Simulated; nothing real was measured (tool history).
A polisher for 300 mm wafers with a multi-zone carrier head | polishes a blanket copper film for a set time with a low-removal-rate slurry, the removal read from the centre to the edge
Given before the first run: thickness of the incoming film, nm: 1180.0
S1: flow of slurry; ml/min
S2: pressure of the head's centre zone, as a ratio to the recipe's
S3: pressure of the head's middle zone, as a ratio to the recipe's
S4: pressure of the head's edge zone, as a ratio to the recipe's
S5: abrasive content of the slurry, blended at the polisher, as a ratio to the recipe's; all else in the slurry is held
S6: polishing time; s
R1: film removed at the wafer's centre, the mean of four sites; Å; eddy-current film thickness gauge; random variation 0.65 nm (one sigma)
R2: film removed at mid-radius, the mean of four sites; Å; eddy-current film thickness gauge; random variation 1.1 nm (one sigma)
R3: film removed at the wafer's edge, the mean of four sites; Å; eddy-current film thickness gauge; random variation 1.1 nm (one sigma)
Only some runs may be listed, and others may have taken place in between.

| run | hour | S1 | S2 | S3 | S4 | S5 | S6 | R1 | R2 | R3 |
|---|---|---|---|---|---|---|---|---|---|---|
| 1 | 0 | 135 | 1 | 1 | 1 | 1 | 61 | 1248.6 | 1239.7 | 1240.3 |
| 2 | 6.1 | 135 | 1 | 0.99 | 0.96 | 0.85 | 57 | 1131.5 | 1126 | 1092.5 |
| 3 | 14.4 | 130 | 1 | 0.96 | 0.93 | 0.75 | 55 | 1034.1 | 1015.2 | 1016.9 |
| 4 | 16.8 | 130 | 1.01 | 0.96 | 0.9 | 0.7 | 53 | 997.93 | 942.74 | 927.11 |
| 5 | 21 | 130 | 1.01 | 0.96 | 0.9 | 0.7 | 64 | 1186.5 | 1169.8 | 1121.9 |
| 6 | 25.9 | 130 | 0.95 | 0.96 | 0.9 | 0.7 | 64 | 1121.6 | 1156.1 | 1135.5 |
| 7 | 31.8 | 130 | 0.97 | 0.95 | 0.88 | 0.65 | 60 | 1056.1 | 1060.9 | 1019.6 |
| 8 | 38 | 130 | 0.98 | 0.94 | 0.86 | 0.6 | 58 | 1026 | 1004.5 | 975.28 |
| 9 | 47 | 125 | 0.99 | 0.94 | 0.85 | 0.55 | 56 | 943.98 | 948.28 | 895.21 |

What does the tool deliver on the next run?
| 10 | 54.3 | 120 | 1 | 0.92 | 0.84 | 0.55 | 56 | ? | ? | ? |

R1: 957.32 Å
R2: 899.73 Å
R3: 892.91 Å
